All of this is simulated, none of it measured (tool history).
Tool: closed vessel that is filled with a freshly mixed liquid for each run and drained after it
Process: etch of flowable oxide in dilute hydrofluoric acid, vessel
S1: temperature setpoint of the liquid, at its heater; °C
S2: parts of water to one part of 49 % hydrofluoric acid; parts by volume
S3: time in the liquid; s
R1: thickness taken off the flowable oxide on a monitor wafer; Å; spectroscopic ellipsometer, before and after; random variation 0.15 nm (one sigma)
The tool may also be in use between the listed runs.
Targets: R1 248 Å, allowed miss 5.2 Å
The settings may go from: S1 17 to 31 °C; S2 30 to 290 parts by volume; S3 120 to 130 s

run	day	S1	S2	S3	R1
1	0	23	160	120	302.79
2	0.2	23	160	120	305.67
3	0.404	23	195	120	240.91
4	0.704	23	145	120	336.61
5	1.092	24	145	120	351.42
6	1.321	22	150	120	315.48
7	1.479	20.5	155	120	283.17
8	1.8	19.5	155	120	276.34
9	2.008	19	155	120	270.32
10	2.146	18.5	155	120	263.61

Which of these 4 next moves meets every target?
A	2.283	19.5	180	125	?
B	2.283	18.5	160	130	?
C	2.283	17	160	125	?
D	2.283	18	175	125	?

move	R1
A	240.15
B	275.44
C	249.25
D	233.89
A: takes the result that was furthest off past its target
B: further off than the last run
C: meets every target
D: takes the result that was furthest off past its target
Answer: C

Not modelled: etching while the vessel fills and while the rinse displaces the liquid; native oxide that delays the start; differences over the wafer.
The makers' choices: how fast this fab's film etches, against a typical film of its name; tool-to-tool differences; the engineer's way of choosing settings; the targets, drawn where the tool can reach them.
